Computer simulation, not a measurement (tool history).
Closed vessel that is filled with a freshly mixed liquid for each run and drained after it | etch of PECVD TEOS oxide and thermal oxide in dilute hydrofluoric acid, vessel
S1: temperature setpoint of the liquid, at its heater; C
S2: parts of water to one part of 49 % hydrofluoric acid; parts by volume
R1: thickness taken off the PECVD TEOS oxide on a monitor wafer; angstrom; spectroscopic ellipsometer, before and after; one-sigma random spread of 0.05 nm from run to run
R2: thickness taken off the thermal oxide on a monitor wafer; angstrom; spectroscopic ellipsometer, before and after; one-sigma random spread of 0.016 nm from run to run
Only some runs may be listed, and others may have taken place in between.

{"run": 1, "hour": 0.0, "S1": 21, "S2": 235, "time in the liquid (s)": 510, "R1": 384.48, "R2": 80.791}
{"run": 2, "hour": 6.5, "S1": 20, "S2": 290, "time in the liquid (s)": 445, "R1": 245.64, "R2": 52.416}
{"run": 3, "hour": 9.3, "S1": 20, "S2": 350, "time in the liquid (s)": 445, "R1": 194.97, "R2": 41.028}
{"run": 4, "hour": 12.4, "S1": 20, "S2": 350, "time in the liquid (s)": 555, "R1": 240.42, "R2": 51.365}
{"run": 5, "hour": 14.1, "S1": 20, "S2": 420, "time in the liquid (s)": 555, "R1": 190.12, "R2": 40.4}
{"run": 6, "hour": 20.1, "S1": 20, "S2": 425, "time in the liquid (s)": 555, "R1": 186.36, "R2": 39.217}
{"run": 7, "hour": 23.4, "S1": 19, "S2": 425, "time in the liquid (s)": 455, "R1": 146.76, "R2": 31.38}
{"run": 8, "hour": 27.3, "S1": 19, "S2": 425, "time in the liquid (s)": 365, "R1": 119.81, "R2": 24.988}
{"run": 9, "hour": 36.4, "S1": 18.5, "S2": 425, "time in the liquid (s)": 315, "R1": 102.19, "R2": 21.044}
{"run": 10, "hour": 37.5, "S1": 18, "S2": 425, "time in the liquid (s)": 290, "R1": 92.371, "R2": 19.315}
{"run": 11, "hour": 45.1, "S1": 17.5, "S2": 425, "time in the liquid (s)": 275, "R1": 85.06, "R2": 18.1}
{"run": 12, "hour": 46.6, "S1": 17.5, "S2": 425, "time in the liquid (s)": 265, "R1": 82.204, "R2": 17.209}
{"run": 13, "hour": 54.7, "S1": 17.5, "S2": 425, "time in the liquid (s)": 260, "R1": 81.271, "R2": 17.045}

Run 14 has not been measured yet. What should we expect?
{"run": 14, "hour": 57.4, "S1": 17.5, "S2": 425, "time in the liquid (s)": 255, "R1": "?", "R2": "?"}

R1: 79.071 angstrom
R2: 16.786 angstrom

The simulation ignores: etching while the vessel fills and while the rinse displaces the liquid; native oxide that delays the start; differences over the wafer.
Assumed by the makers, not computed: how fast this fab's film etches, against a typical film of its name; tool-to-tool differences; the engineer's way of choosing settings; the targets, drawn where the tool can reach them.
